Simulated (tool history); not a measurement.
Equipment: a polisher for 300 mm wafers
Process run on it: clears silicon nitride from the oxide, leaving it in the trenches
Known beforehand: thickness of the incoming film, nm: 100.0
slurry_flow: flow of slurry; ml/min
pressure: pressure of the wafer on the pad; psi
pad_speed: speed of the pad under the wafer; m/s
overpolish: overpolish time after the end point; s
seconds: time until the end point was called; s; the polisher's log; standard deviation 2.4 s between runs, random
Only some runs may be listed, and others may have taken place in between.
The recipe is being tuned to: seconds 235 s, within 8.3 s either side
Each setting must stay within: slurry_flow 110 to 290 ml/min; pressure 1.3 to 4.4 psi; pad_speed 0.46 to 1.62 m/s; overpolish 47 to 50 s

run	hour	slurry_flow	pressure	pad_speed	overpolish	seconds
1	0	185	2.8	1.04	47	91.205
2	2.7	185	2.8	1.04	50	89.891
3	3.7	185	2.8	1.04	50	89.492
4	8.3	185	2.8	1.2	50	79.261
5	12	185	2.8	1.2	50	78.778
6	14.7	185	2.2	1.2	50	98.971
7	23.5	160	1.4	0.92	50	205.25
8	30.3	155	1.4	0.92	50	209.34
9	32.8	150	1.4	0.92	50	202.61
10	39	150	1.4	0.9	50	212.59
11	45.3	145	1.4	0.9	50	210.1
12	46.4	145	1.4	0.88	50	214.51

Consider the 4 candidate settings below. Which is the only one whose results all fall within their allowed miss of target?
A	47.5	115	1.7	0.82	50	?
B	47.5	135	1.5	0.84	50	?
C	47.5	110	1.5	0.78	47	?
D	47.5	135	1.3	0.98	48	?

move	seconds
A	200.78
B	214.43
C	239.34
D	211.42
A: further off than the last run
B: roughly where the last run was
C: meets every target
D: further off than the last run
Correct choice: C, which meets every target
